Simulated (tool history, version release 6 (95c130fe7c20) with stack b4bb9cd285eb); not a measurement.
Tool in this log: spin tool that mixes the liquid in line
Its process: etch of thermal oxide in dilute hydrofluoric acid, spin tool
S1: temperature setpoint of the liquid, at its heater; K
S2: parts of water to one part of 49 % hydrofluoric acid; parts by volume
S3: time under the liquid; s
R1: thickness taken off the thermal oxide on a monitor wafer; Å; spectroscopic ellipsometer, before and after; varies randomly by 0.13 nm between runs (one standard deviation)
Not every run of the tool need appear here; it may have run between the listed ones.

run 1 hour=0.0 | S1=297.15 S2=250 S3=290 | R1=49.498
run 2 hour=8.7 | S1=298.65 S2=225 S3=290 | R1=59.826
run 3 hour=14.3 | S1=298.65 S2=225 S3=310 | R1=62.673
run 4 hour=22.4 | S1=298.65 S2=225 S3=290 | R1=59.039
run 5 hour=27.6 | S1=296.65 S2=225 S3=290 | R1=55.330
run 6 hour=33.8 | S1=298.15 S2=205 S3=290 | R1=65.319

What will run 7 give?
run 7 hour=42.2 | S1=299.15 S2=195 S3=290 | R1=?

{"run 7": {"R1": 72.977}}
